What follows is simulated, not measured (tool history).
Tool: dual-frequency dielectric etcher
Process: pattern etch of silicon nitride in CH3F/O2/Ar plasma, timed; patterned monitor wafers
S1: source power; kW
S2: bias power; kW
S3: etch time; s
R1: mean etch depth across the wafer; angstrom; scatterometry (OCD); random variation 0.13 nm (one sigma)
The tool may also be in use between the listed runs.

run	day	S1	S2	S3	R1
1	0.000	0.310	0.070	35	215.26
2	0.229	0.350	0.070	35	231.71
3	0.333	0.310	0.068	35	215.78
4	0.679	0.280	0.066	35	198.83
5	0.792	0.330	0.066	35	216.32
6	0.854	0.300	0.065	35	206.19

The next listed run, before its measurement:
7	1.188	0.280	0.064	35	?

R1: 200.27 angstrom
